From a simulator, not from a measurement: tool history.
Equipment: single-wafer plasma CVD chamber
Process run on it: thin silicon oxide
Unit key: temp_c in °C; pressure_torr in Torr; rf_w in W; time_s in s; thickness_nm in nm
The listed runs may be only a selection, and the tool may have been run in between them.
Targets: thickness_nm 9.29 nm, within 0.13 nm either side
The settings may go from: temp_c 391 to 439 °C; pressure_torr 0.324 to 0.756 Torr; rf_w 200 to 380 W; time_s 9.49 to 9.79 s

{"run": 1, "hour": 0.0, "temp_c": 415, "pressure_torr": 0.54, "rf_w": 290, "time_s": 9.49, "thickness_nm": 10.879}
{"run": 2, "hour": 5.2, "temp_c": 415, "pressure_torr": 0.625, "rf_w": 290, "time_s": 9.49, "thickness_nm": 12.523}
{"run": 3, "hour": 6.0, "temp_c": 411, "pressure_torr": 0.625, "rf_w": 290, "time_s": 9.49, "thickness_nm": 12.531}
{"run": 4, "hour": 11.8, "temp_c": 411, "pressure_torr": 0.574, "rf_w": 290, "time_s": 9.49, "thickness_nm": 11.628}
{"run": 5, "hour": 18.2, "temp_c": 411, "pressure_torr": 0.574, "rf_w": 320, "time_s": 9.49, "thickness_nm": 11.806}
{"run": 6, "hour": 25.9, "temp_c": 411, "pressure_torr": 0.533, "rf_w": 320, "time_s": 9.49, "thickness_nm": 11.085}
{"run": 7, "hour": 33.1, "temp_c": 411, "pressure_torr": 0.502, "rf_w": 320, "time_s": 9.49, "thickness_nm": 10.487}
{"run": 8, "hour": 36.3, "temp_c": 411, "pressure_torr": 0.481, "rf_w": 320, "time_s": 9.49, "thickness_nm": 10.025}
{"run": 9, "hour": 42.7, "temp_c": 411, "pressure_torr": 0.438, "rf_w": 320, "time_s": 9.49, "thickness_nm": 9.0866}

Which of these 4 next moves meets every target?
{"run": "A", "hour": 49.1, "temp_c": 417, "pressure_torr": 0.432, "rf_w": 295, "time_s": 9.65, "thickness_nm": "?"}
{"run": "B", "hour": 49.1, "temp_c": 407, "pressure_torr": 0.436, "rf_w": 310, "time_s": 9.49, "thickness_nm": "?"}
{"run": "C", "hour": 49.1, "temp_c": 411, "pressure_torr": 0.443, "rf_w": 240, "time_s": 9.79, "thickness_nm": "?"}
{"run": "D", "hour": 49.1, "temp_c": 406, "pressure_torr": 0.42, "rf_w": 345, "time_s": 9.79, "thickness_nm": "?"}

move=A thickness_nm=8.9912
move=B thickness_nm=9.1106
move=C thickness_nm=8.8293
move=D thickness_nm=9.339
A: its largest miss is bigger than the last run's
B: nearer than the last run, and not there yet
C: its largest miss is bigger than the last run's
D: every result within its allowed miss
Answer: D

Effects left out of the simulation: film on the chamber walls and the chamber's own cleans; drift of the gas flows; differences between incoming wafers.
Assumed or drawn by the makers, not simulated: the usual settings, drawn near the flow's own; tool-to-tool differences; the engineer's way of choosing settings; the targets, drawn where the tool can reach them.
